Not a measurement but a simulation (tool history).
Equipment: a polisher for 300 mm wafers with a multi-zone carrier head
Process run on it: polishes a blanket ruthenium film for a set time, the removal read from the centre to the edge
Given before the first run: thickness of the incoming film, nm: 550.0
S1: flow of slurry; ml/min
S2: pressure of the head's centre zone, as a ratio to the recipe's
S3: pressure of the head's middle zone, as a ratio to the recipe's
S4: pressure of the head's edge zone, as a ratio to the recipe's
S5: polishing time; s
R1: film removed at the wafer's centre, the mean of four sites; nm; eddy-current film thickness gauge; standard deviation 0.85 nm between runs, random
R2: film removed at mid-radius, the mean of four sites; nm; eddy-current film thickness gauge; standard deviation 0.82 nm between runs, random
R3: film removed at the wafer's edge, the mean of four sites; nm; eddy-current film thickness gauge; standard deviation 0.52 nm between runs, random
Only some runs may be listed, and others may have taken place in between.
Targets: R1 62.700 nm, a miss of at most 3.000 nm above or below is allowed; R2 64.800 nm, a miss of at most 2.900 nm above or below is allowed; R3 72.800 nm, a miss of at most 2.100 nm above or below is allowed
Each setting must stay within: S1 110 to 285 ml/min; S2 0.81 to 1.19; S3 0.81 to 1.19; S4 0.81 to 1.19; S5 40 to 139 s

run  hour   S1    S2    S3    S4  S5      R1      R2      R3
  1   0.0  180  1.00  1.00  1.00  89  95.135  96.257  97.032
  2   3.5  165  0.95  0.95  0.98  82  82.937  84.808  86.873
  3   9.5  165  1.02  0.95  0.98  82  90.365  83.759  88.363
  4  18.3  210  1.02  0.95  0.98  82  92.988  85.631  89.576
  5  22.5  200  0.96  0.91  0.98  77  80.245  78.191  84.522
  6  23.1  200  0.96  0.91  1.02  77  80.305  78.333  85.661
  7  24.8  195  0.92  0.88  1.00  74  74.338  75.297  81.115
  8  29.5  190  0.90  0.86  1.01  71  69.438  69.498  77.608
  9  36.0  180  0.88  0.85  1.00  70  65.818  66.529  75.646
 10  41.7  175  0.87  0.85  0.99  70  65.207  67.015  76.109

Consider the 4 candidate settings below. Which is the only one whose results all fall within their allowed miss of target?
  A  47.4  140  0.87  0.81  1.05  77   ?   ?   ?
  B  47.4  130  0.91  0.83  1.14  75   ?   ?   ?
  C  47.4  185  0.87  0.86  1.01  66   ?   ?   ?
  D  47.4  230  0.92  0.86  1.10  66   ?   ?   ?

move      R1      R2      R3
   A  69.518  68.338  83.305
   B  69.647  66.853  83.647
   C  62.983  64.599  72.533
   D  68.924  66.551  77.383
A: lands further from the targets than the last run did
B: lands further from the targets than the last run did
C: each result inside its tolerance
D: lands further from the targets than the last run did
The move that meets every target is C.
